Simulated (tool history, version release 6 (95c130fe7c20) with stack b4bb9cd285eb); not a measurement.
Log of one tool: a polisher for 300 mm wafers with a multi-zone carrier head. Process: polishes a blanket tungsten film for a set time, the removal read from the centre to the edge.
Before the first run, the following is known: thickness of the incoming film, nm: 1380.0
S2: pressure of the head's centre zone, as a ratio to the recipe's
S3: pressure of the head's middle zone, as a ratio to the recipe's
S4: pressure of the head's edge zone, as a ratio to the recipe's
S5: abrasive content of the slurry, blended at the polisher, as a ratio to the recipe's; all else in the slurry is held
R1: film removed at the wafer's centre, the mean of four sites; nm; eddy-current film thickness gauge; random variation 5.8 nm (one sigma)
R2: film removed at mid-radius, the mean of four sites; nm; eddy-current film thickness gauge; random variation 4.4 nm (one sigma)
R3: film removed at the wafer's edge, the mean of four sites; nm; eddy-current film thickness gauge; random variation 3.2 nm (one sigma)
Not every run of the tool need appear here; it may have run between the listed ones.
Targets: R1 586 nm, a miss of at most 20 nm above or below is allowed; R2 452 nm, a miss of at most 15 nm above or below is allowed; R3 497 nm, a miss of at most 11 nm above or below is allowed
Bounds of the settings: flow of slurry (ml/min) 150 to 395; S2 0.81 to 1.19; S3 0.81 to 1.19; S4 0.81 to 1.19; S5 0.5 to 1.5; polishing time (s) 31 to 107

Run 1, day 0: flow of slurry (ml/min) 250, S2 1, S3 1, S4 1, S5 1, polishing time (s) 69. Result: R1 487.84 nm, R2 479.2 nm, R3 485.31 nm.
Run 2, day 0.192: flow of slurry (ml/min) 265, S2 1.05, S3 0.97, S4 1, S5 1, polishing time (s) 69. Result: R1 519.94 nm, R2 476.42 nm, R3 491.91 nm.
Run 3, day 0.354: flow of slurry (ml/min) 265, S2 1.09, S3 0.97, S4 1, S5 1, polishing time (s) 69. Result: R1 528.84 nm, R2 470.38 nm, R3 490.32 nm.
Run 4, day 0.629: flow of slurry (ml/min) 275, S2 1.12, S3 0.95, S4 1, S5 1, polishing time (s) 69. Result: R1 558.07 nm, R2 475.85 nm, R3 483.66 nm.
Run 5, day 0.871: flow of slurry (ml/min) 335, S2 1.12, S3 0.95, S4 1, S5 1, polishing time (s) 69. Result: R1 559.86 nm, R2 475.36 nm, R3 496.02 nm.
Run 6, day 1.146: flow of slurry (ml/min) 335, S2 1.12, S3 0.95, S4 0.93, S5 1, polishing time (s) 69. Result: R1 563.39 nm, R2 474.3 nm, R3 485.29 nm.
Run 7, day 1.192: flow of slurry (ml/min) 340, S2 1.13, S3 0.92, S4 0.94, S5 1, polishing time (s) 69. Result: R1 582.35 nm, R2 463.68 nm, R3 479.53 nm.
Run 8, day 1.358: flow of slurry (ml/min) 330, S2 1.12, S3 0.89, S4 1.04, S5 1, polishing time (s) 69. Result: R1 563.83 nm, R2 455.39 nm, R3 498.39 nm.

Of the 5 settings listed for the next run, only one would bring every result within its allowed miss of target. Which one?
Run A, day 1.525: flow of slurry (ml/min) 370, S2 1.14, S3 0.87, S4 0.97, S5 0.95, polishing time (s) 70. Result: R1 ?, R2 ?, R3 ?.
Run B, day 1.525: flow of slurry (ml/min) 370, S2 1.15, S3 0.87, S4 1.02, S5 0.9, polishing time (s) 65. Result: R1 ?, R2 ?, R3 ?.
Run C, day 1.525: flow of slurry (ml/min) 350, S2 1.09, S3 0.9, S4 1.07, S5 1, polishing time (s) 67. Result: R1 ?, R2 ?, R3 ?.
Run D, day 1.525: flow of slurry (ml/min) 330, S2 1.16, S3 0.85, S4 1.02, S5 1.1, polishing time (s) 64. Result: R1 ?, R2 ?, R3 ?.
Run E, day 1.525: flow of slurry (ml/min) 360, S2 1.05, S3 0.91, S4 1.03, S5 1, polishing time (s) 66. Result: R1 ?, R2 ?, R3 ?.

move      R1      R2      R3
   A  593.43  450.81  495.66
   B   550.5  414.49  466.95
   C  545.35  445.91  500.34
   D  561.14  411.32  473.57
   E  518.78  444.51  484.52
A: all results in spec
B: lands further from the targets than the last run did
C: lands further from the targets than the last run did
D: lands further from the targets than the last run did
E: lands further from the targets than the last run did
The right move is A.

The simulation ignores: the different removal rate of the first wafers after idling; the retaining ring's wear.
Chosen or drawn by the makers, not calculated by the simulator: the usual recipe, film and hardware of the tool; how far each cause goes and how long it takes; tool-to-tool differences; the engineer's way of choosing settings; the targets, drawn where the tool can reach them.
